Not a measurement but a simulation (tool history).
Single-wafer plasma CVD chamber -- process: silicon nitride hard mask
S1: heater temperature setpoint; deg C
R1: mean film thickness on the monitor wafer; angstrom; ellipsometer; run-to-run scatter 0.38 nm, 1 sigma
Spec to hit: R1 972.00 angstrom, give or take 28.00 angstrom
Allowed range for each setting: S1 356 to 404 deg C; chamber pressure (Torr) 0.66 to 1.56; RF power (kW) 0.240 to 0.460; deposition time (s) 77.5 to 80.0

Run 1, hour 0.0: S1 380 deg C, chamber pressure (Torr) 1.11, RF power (kW) 0.350, deposition time (s) 77.5. Result: R1 845.22 angstrom.
Run 2, hour 2.5: S1 380 deg C, chamber pressure (Torr) 1.14, RF power (kW) 0.355, deposition time (s) 77.6. Result: R1 860.48 angstrom.
Run 3, hour 10.4: S1 380 deg C, chamber pressure (Torr) 1.02, RF power (kW) 0.355, deposition time (s) 77.6. Result: R1 832.01 angstrom.
Run 4, hour 12.6: S1 380 deg C, chamber pressure (Torr) 1.05, RF power (kW) 0.360, deposition time (s) 77.7. Result: R1 849.86 angstrom.
Run 5, hour 19.1: S1 380 deg C, chamber pressure (Torr) 0.93, RF power (kW) 0.360, deposition time (s) 77.7. Result: R1 822.47 angstrom.
Run 6, hour 23.3: S1 380 deg C, chamber pressure (Torr) 0.93, RF power (kW) 0.320, deposition time (s) 77.7. Result: R1 750.71 angstrom.
Run 7, hour 28.8: S1 380 deg C, chamber pressure (Torr) 0.97, RF power (kW) 0.325, deposition time (s) 77.8. Result: R1 771.49 angstrom.
Run 8, hour 34.9: S1 380 deg C, chamber pressure (Torr) 1.01, RF power (kW) 0.330, deposition time (s) 77.9. Result: R1 792.48 angstrom.
Run 9, hour 39.4: S1 380 deg C, chamber pressure (Torr) 1.05, RF power (kW) 0.335, deposition time (s) 78.0. Result: R1 813.89 angstrom.
Run 10, hour 41.5: S1 380 deg C, chamber pressure (Torr) 1.09, RF power (kW) 0.340, deposition time (s) 78.1. Result: R1 825.80 angstrom.
Run 11, hour 47.9: S1 380 deg C, chamber pressure (Torr) 1.12, RF power (kW) 0.345, deposition time (s) 78.2. Result: R1 848.08 angstrom.
Run 12, hour 56.5: S1 380 deg C, chamber pressure (Torr) 1.15, RF power (kW) 0.350, deposition time (s) 78.2. Result: R1 862.45 angstrom.
At hour 63.6: thermocouple changed; heater temperature recalibrated.
Run 13, hour 63.6: S1 380 deg C, chamber pressure (Torr) 1.15, RF power (kW) 0.350, deposition time (s) 78.2. Result: R1 863.39 angstrom.
Run 14, hour 69.2: S1 380 deg C, chamber pressure (Torr) 1.18, RF power (kW) 0.355, deposition time (s) 78.2. Result: R1 882.04 angstrom.
Run 15, hour 71.3: S1 380 deg C, chamber pressure (Torr) 1.20, RF power (kW) 0.355, deposition time (s) 78.2. Result: R1 883.07 angstrom.

Pick the move, out of 4, that brings all results within their allowed miss; only one does.
Run A, hour 73.4: S1 378 deg C, chamber pressure (Torr) 1.15, RF power (kW) 0.340, deposition time (s) 77.5. Result: R1 ?.
Run B, hour 73.4: S1 373 deg C, chamber pressure (Torr) 1.17, RF power (kW) 0.320, deposition time (s) 77.5. Result: R1 ?.
Run C, hour 73.4: S1 376 deg C, chamber pressure (Torr) 1.21, RF power (kW) 0.320, deposition time (s) 77.5. Result: R1 ?.
Run D, hour 73.4: S1 386 deg C, chamber pressure (Torr) 1.17, RF power (kW) 0.395, deposition time (s) 80.0. Result: R1 ?.

move      R1
   A  841.36
   B  812.05
   C  819.38
   D  962.49
A: lands further from the targets than the last run did
B: lands further from the targets than the last run did
C: lands further from the targets than the last run did
D: every result lands within tolerance
The right move is D.

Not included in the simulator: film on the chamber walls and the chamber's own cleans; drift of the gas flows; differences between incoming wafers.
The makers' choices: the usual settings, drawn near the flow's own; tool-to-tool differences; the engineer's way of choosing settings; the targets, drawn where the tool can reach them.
